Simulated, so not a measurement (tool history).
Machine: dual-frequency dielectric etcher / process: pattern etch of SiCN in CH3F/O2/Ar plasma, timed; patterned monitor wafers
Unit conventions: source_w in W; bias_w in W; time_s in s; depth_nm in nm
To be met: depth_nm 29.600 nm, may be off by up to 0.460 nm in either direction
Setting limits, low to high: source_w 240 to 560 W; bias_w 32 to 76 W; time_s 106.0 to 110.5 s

Run 1, day 0.000: source_w 400 W, bias_w 54 W, time_s 106.0 s. Result: depth_nm 33.100 nm.
Run 2, day 0.288: source_w 380 W, bias_w 54 W, time_s 106.0 s. Result: depth_nm 32.358 nm.
Run 3, day 0.450: source_w 400 W, bias_w 54 W, time_s 106.0 s. Result: depth_nm 33.240 nm.
Run 4, day 0.633: source_w 400 W, bias_w 58 W, time_s 106.0 s. Result: depth_nm 33.798 nm.
Run 5, day 0.825: source_w 460 W, bias_w 58 W, time_s 106.0 s. Result: depth_nm 35.947 nm.
Run 6, day 1.138: source_w 420 W, bias_w 57 W, time_s 106.0 s. Result: depth_nm 34.360 nm.
At day 1.296: source power generator calibrated.
Run 7, day 1.296: source_w 390 W, bias_w 56 W, time_s 106.0 s. Result: depth_nm 33.815 nm.
Run 8, day 1.400: source_w 390 W, bias_w 56 W, time_s 106.0 s. Result: depth_nm 33.871 nm.
Run 9, day 1.746: source_w 370 W, bias_w 54 W, time_s 106.0 s. Result: depth_nm 32.521 nm.
Run 10, day 2.112: source_w 290 W, bias_w 53 W, time_s 106.0 s. Result: depth_nm 28.935 nm.

Next run, 4 choices. One meets every target within its allowed miss, the rest don't. Which?
Run A, day 2.479: source_w 280 W, bias_w 54 W, time_s 110.5 s. Result: depth_nm ?.
Run B, day 2.479: source_w 240 W, bias_w 61 W, time_s 108.5 s. Result: depth_nm ?.
Run C, day 2.479: source_w 290 W, bias_w 48 W, time_s 106.0 s. Result: depth_nm ?.
Run D, day 2.479: source_w 280 W, bias_w 52 W, time_s 107.5 s. Result: depth_nm ?.

move  depth_nm
   A    29.668
   B    28.074
   C    27.920
   D    28.525
A: hits every target within its allowed miss
B: misses by more than the last run did
C: misses by more than the last run did
D: misses by more than the last run did
So the answer is move A, the one that meets all the targets.
